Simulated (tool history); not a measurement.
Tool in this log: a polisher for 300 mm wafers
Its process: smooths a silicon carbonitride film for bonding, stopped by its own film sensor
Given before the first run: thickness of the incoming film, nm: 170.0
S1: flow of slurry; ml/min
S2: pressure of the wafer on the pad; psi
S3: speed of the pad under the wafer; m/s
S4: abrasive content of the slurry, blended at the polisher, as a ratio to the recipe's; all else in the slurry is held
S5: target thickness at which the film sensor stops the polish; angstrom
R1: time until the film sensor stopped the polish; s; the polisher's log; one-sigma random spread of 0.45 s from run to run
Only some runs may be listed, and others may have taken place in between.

run	hour	S1	S2	S3	S4	S5	R1
1	0.0	145	1.9	0.68	1.0	1540	86.724
2	0.5	110	1.9	0.68	1.0	1540	93.793
3	3.2	110	1.9	0.68	1.0	1540	91.439
4	11.2	120	2.1	0.68	1.0	1540	86.271
5	18.2	120	2.1	0.80	1.0	1540	76.392
6	21.4	130	2.2	0.80	1.0	1540	74.141

Expected results for the next run?
7	22.3	135	2.3	0.82	1.0	1540	?

{"run 7": {"R1": 70.777}}
